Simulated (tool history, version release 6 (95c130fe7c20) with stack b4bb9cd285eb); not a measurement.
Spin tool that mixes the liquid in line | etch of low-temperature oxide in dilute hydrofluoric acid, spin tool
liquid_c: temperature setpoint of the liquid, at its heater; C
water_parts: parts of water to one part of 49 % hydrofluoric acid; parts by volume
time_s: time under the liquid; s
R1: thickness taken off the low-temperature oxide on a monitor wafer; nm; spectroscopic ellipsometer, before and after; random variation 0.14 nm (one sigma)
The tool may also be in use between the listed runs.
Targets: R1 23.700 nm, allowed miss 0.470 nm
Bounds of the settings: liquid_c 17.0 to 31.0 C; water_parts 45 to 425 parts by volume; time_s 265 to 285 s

{"run": 1, "day": 0.0, "liquid_c": 23.0, "water_parts": 235, "time_s": 265, "R1": 29.451}
{"run": 2, "day": 0.196, "liquid_c": 22.0, "water_parts": 235, "time_s": 265, "R1": 28.616}
{"run": 3, "day": 0.225, "liquid_c": 22.0, "water_parts": 235, "time_s": 285, "R1": 30.798}
{"run": 4, "day": 0.312, "liquid_c": 21.0, "water_parts": 235, "time_s": 285, "R1": 29.604}
{"run": 5, "day": 0.454, "liquid_c": 20.5, "water_parts": 235, "time_s": 285, "R1": 29.327}
{"run": 6, "day": 0.642, "liquid_c": 20.0, "water_parts": 235, "time_s": 285, "R1": 28.787}
{"run": 7, "day": 0.912, "liquid_c": 19.5, "water_parts": 235, "time_s": 285, "R1": 28.17}
{"run": 8, "day": 1.088, "liquid_c": 19.0, "water_parts": 235, "time_s": 285, "R1": 27.438}
{"run": 9, "day": 1.212, "liquid_c": 18.5, "water_parts": 235, "time_s": 285, "R1": 27.072}
{"run": 10, "day": 1.542, "liquid_c": 17.5, "water_parts": 245, "time_s": 285, "R1": 24.638}

Which of these 5 next moves meets every target?
{"run": "A", "day": 1.871, "liquid_c": 17.0, "water_parts": 250, "time_s": 285, "R1": "?"}
{"run": "B", "day": 1.871, "liquid_c": 19.0, "water_parts": 235, "time_s": 265, "R1": "?"}
{"run": "C", "day": 1.871, "liquid_c": 17.5, "water_parts": 220, "time_s": 265, "R1": "?"}
{"run": "D", "day": 1.871, "liquid_c": 18.5, "water_parts": 230, "time_s": 270, "R1": "?"}
{"run": "E", "day": 1.871, "liquid_c": 17.0, "water_parts": 225, "time_s": 280, "R1": "?"}

move=A R1=23.676
move=B R1=25.640
move=C R1=26.199
move=D R1=26.305
move=E R1=26.421
A: meets every target
B: further off than the last run
C: further off than the last run
D: further off than the last run
E: further off than the last run
Move A is the one to make.
